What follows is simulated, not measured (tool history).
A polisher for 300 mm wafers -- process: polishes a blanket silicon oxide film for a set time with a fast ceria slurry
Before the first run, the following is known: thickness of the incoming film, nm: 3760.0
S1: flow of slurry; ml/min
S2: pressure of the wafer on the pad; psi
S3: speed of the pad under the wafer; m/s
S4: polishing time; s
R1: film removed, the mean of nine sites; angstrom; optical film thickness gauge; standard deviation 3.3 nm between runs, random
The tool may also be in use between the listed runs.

| run | hour | S1 | S2 | S3 | S4 | R1 |
|---|---|---|---|---|---|---|
| 1 | 0 | 200 | 2.2 | 1.2 | 102 | 12677 |
| 2 | 2.9 | 180 | 2.2 | 1.2 | 102 | 12507 |
| 3 | 10.7 | 180 | 2.2 | 1.08 | 102 | 11367 |
| 4 | 12.8 | 175 | 2 | 1.02 | 102 | 9905.1 |
| 5 | 14.3 | 175 | 2 | 0.76 | 102 | 7865.7 |
| 6 | 21.2 | 175 | 2 | 0.76 | 102 | 7792.4 |
| 7 | 25 | 175 | 1.9 | 0.74 | 102 | 7463.2 |
| 8 | 31.1 | 170 | 1.8 | 0.72 | 102 | 6822.8 |
| 9 | 36 | 170 | 1.7 | 0.7 | 102 | 6278.1 |
| 10 | 42.8 | 170 | 1.6 | 0.7 | 102 | 5884.4 |
| 11 | 50.4 | 170 | 1.5 | 0.7 | 102 | 5592.9 |

The next listed run, before its measurement:
| 12 | 56 | 170 | 1.4 | 0.7 | 102 | ? |

Run 12 produced R1 5155.8 angstrom.

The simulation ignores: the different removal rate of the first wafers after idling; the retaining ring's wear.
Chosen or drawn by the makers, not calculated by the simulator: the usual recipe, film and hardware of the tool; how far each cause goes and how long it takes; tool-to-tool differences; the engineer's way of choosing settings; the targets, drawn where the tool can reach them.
